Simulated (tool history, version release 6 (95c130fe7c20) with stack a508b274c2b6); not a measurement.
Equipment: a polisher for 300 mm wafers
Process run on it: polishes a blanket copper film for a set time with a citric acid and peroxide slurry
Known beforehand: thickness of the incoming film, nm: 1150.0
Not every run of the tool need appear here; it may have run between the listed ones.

| run | hour | flow of slurry (ml/min) | pressure of the wafer on the pad (psi) | speed of the pad under the wafer (cm/s) | abrasive content of the slurry | polishing time (s) | film removed (Å) |
|---|---|---|---|---|---|---|---|
| 1 | 0.0 | 140 | 3.7 | 110 | 1.00 | 117 | 4552.3 |
| 2 | 3.9 | 140 | 3.7 | 110 | 0.85 | 117 | 4311.9 |
| 3 | 10.1 | 155 | 3.7 | 110 | 0.85 | 117 | 4418.8 |
| 4 | 17.5 | 155 | 3.7 | 136 | 0.85 | 117 | 5111.1 |
| 5 | 22.1 | 170 | 3.7 | 136 | 0.85 | 117 | 5103.7 |
| 6 | 30.8 | 170 | 3.7 | 136 | 1.00 | 117 | 5307.5 |

Expected results for the next run?
| 7 | 31.6 | 170 | 3.7 | 136 | 1.00 | 117 | ? |

film removed (Å): 5275.6
